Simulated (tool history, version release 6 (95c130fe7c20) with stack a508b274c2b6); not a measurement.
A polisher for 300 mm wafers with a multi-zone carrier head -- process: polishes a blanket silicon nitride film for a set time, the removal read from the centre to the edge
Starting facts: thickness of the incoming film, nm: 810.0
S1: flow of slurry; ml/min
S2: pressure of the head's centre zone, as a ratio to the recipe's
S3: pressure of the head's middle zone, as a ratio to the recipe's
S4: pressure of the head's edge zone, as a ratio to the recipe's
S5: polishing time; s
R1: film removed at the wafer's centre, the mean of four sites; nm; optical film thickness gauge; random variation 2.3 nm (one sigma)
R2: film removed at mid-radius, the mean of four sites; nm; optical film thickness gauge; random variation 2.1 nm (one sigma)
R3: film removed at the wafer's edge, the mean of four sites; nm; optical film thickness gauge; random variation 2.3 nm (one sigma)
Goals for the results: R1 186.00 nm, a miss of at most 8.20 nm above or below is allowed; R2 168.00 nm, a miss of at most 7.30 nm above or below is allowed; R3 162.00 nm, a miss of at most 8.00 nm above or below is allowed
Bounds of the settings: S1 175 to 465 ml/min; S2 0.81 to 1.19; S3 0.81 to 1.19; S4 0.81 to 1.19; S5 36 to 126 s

run	day	S1	S2	S3	S4	S5	R1	R2	R3
1	0.000	295	1.00	1.00	1.00	81	264.01	263.00	268.06
2	0.050	295	1.03	1.00	0.96	69	230.74	220.63	215.67
3	0.108	295	1.03	1.00	1.04	69	224.93	229.28	226.51
4	0.467	295	1.04	0.99	1.00	63	209.77	200.42	197.17
5	0.738	295	1.04	0.99	0.94	63	211.24	206.28	198.44
6	0.962	295	1.04	0.99	0.94	44	145.30	141.75	143.18
7	1.100	300	1.07	1.00	0.97	46	161.59	149.22	146.09
8	1.283	300	1.07	1.00	0.97	48	167.28	156.13	154.94
9	1.442	305	1.08	1.01	0.98	49	173.57	160.42	155.21

Which single option among these 4 for the next run brings every result within its allowed miss of target? Just one does.
A	1.600	290	1.06	1.03	0.84	49	?	?	?
B	1.600	305	1.02	0.97	0.98	46	?	?	?
C	1.600	305	1.15	1.03	0.96	50	?	?	?
D	1.600	240	1.11	1.14	0.91	48	?	?	?

move	R1	R2	R3
A	165.76	164.09	152.26
B	150.24	146.98	151.28
C	184.35	167.95	163.09
D	167.54	172.74	151.35
A: its largest miss is bigger than the last run's
B: its largest miss is bigger than the last run's
C: in spec on every target
D: its largest miss is bigger than the last run's
The right move is C.
